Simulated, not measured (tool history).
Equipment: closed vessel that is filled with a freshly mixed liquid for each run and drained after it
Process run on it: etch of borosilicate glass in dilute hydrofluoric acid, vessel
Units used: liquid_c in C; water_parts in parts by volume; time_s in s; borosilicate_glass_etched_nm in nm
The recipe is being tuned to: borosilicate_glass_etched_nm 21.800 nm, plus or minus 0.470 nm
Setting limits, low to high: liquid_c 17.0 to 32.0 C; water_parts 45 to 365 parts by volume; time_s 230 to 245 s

run	hour	liquid_c	water_parts	time_s	borosilicate_glass_etched_nm
1	0.0	24.0	205	230	33.136
2	7.2	22.5	210	230	30.244
3	9.7	21.0	215	230	27.661
4	12.2	20.0	220	230	25.960
5	19.9	20.0	190	230	30.799
6	28.4	20.0	160	230	38.138
7	31.7	19.5	180	230	32.270
8	36.5	19.0	190	230	29.885
9	44.6	17.0	240	230	20.734
10	47.3	17.5	240	230	21.184

Which of these 5 next moves meets every target?
A	50.0	17.0	245	230	?
B	50.0	17.0	245	235	?
C	50.0	18.5	255	230	?
D	50.0	17.5	250	230	?
E	50.0	17.0	245	245	?

move	borosilicate_glass_etched_nm
A	20.348
B	20.790
C	20.529
D	20.242
E	21.675
A: the biggest miss grows against the last run
B: the biggest miss grows against the last run
C: the biggest miss grows against the last run
D: the biggest miss grows against the last run
E: hits every target within its allowed miss
Answer: E
